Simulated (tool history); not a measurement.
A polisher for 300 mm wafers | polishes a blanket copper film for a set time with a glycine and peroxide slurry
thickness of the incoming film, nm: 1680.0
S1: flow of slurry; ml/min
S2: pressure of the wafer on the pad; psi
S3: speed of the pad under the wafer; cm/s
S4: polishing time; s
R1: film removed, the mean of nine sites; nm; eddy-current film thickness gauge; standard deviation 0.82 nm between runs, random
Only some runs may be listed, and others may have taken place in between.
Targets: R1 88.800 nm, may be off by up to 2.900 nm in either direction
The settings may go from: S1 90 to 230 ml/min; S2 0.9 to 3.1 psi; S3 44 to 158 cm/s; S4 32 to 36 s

run,hour,S1,S2,S3,S4,R1
1,0.0,150,2.0,100,36,155.820
2,8.3,120,2.0,100,36,146.260
3,13.5,95,2.0,100,36,140.780
4,22.4,95,1.8,98,36,124.040
5,23.2,95,1.7,98,36,119.600
6,27.2,95,1.7,86,36,110.430
7,31.6,95,1.6,86,36,104.940
8,36.5,95,1.5,86,36,99.085
9,42.9,95,1.5,86,36,99.229
10,50.8,95,1.4,86,36,95.295

Which one of the following 5 next-run settings gets every result inside its allowed miss? There is exactly one.
A,58.7,100,1.5,90,35,?
B,58.7,130,1.1,110,35,?
C,58.7,95,1.2,104,33,?
D,58.7,90,1.4,102,35,?
E,58.7,100,1.1,96,34,?

move,R1
A,101.880
B,100.960
C,89.421
D,102.580
E,83.519
A: further off than the last run
B: further off than the last run
C: in spec on every target
D: further off than the last run
E: moves the result that the last run missed by most past its target, out the other side
The move that meets every target is C.

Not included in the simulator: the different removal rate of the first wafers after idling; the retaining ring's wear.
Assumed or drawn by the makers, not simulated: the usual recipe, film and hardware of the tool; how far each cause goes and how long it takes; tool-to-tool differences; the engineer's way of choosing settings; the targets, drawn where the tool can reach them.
